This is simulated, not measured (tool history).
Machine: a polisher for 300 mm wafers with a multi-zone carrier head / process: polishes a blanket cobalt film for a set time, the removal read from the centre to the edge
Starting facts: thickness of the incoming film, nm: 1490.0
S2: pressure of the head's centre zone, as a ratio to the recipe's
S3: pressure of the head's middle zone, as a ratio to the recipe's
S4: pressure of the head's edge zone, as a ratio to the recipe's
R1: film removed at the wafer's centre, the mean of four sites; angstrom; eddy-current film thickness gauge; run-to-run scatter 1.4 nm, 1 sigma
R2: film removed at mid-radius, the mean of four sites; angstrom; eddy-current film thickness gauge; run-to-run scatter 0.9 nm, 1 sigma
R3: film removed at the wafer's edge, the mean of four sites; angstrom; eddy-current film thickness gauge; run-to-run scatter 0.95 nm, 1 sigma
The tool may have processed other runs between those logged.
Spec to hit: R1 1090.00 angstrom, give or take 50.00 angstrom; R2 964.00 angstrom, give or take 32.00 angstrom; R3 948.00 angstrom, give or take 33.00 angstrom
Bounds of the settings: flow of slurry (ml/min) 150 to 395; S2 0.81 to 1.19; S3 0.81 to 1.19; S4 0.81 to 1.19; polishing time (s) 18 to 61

run 1 hour=0.0 | flow_of_slurry_(ml/min)=250 S2=1.00 S3=1.00 S4=1.00 polishing_time_(s)=39 | R1=1462.70 R2=1408.50 R3=1430.90
run 2 hour=1.5 | flow_of_slurry_(ml/min)=250 S2=1.05 S3=1.00 S4=1.00 polishing_time_(s)=39 | R1=1552.00 R2=1426.20 R3=1449.00
run 3 hour=8.7 | flow_of_slurry_(ml/min)=295 S2=1.05 S3=1.00 S4=1.00 polishing_time_(s)=39 | R1=1531.00 R2=1447.60 R3=1443.20
run 4 hour=13.0 | flow_of_slurry_(ml/min)=295 S2=1.05 S3=1.04 S4=1.00 polishing_time_(s)=39 | R1=1540.30 R2=1497.70 R3=1432.30
run 5 hour=14.9 | flow_of_slurry_(ml/min)=295 S2=1.05 S3=1.04 S4=1.00 polishing_time_(s)=35 | R1=1390.10 R2=1334.00 R3=1288.80
run 6 hour=21.9 | flow_of_slurry_(ml/min)=295 S2=1.12 S3=1.04 S4=1.00 polishing_time_(s)=35 | R1=1482.70 R2=1335.70 R3=1324.40
run 7 hour=27.0 | flow_of_slurry_(ml/min)=300 S2=1.11 S3=1.02 S4=0.97 polishing_time_(s)=32 | R1=1343.60 R2=1218.50 R3=1161.60
run 8 hour=35.7 | flow_of_slurry_(ml/min)=295 S2=1.08 S3=0.97 S4=0.95 polishing_time_(s)=31 | R1=1274.10 R2=1105.10 R3=1125.60
run 9 hour=38.7 | flow_of_slurry_(ml/min)=295 S2=1.06 S3=0.96 S4=0.92 polishing_time_(s)=30 | R1=1184.50 R2=1069.20 R3=1080.00
run 10 hour=46.5 | flow_of_slurry_(ml/min)=260 S2=1.09 S3=0.93 S4=0.82 polishing_time_(s)=27 | R1=1098.30 R2=926.92 R3=927.86
run 11 hour=51.2 | flow_of_slurry_(ml/min)=260 S2=1.08 S3=0.94 S4=0.83 polishing_time_(s)=27 | R1=1095.80 R2=925.12 R3=916.84

4 candidate next runs follow, results not yet known. Just one meets every target within its allowed miss. Identify it.
run A hour=55.9 | flow_of_slurry_(ml/min)=255 S2=1.17 S3=0.99 S4=0.81 polishing_time_(s)=26 | R1=? R2=? R3=?
run B hour=55.9 | flow_of_slurry_(ml/min)=365 S2=0.96 S3=0.99 S4=0.82 polishing_time_(s)=27 | R1=? R2=? R3=?
run C hour=55.9 | flow_of_slurry_(ml/min)=235 S2=1.09 S3=0.87 S4=0.86 polishing_time_(s)=28 | R1=? R2=? R3=?
run D hour=55.9 | flow_of_slurry_(ml/min)=330 S2=1.06 S3=0.94 S4=0.87 polishing_time_(s)=27 | R1=? R2=? R3=?

move=A R1=1111.10 R2=940.81 R3=874.35
move=B R1=984.33 R2=1014.30 R3=938.52
move=C R1=1100.10 R2=900.38 R3=960.74
move=D R1=1076.80 R2=962.09 R3=957.73
A: brings the result that was furthest off to its target, and leaves another outside
B: takes the result that was furthest off past its target
C: lands further from the targets than the last run did
D: every result within its allowed miss
The move that meets every target is D.
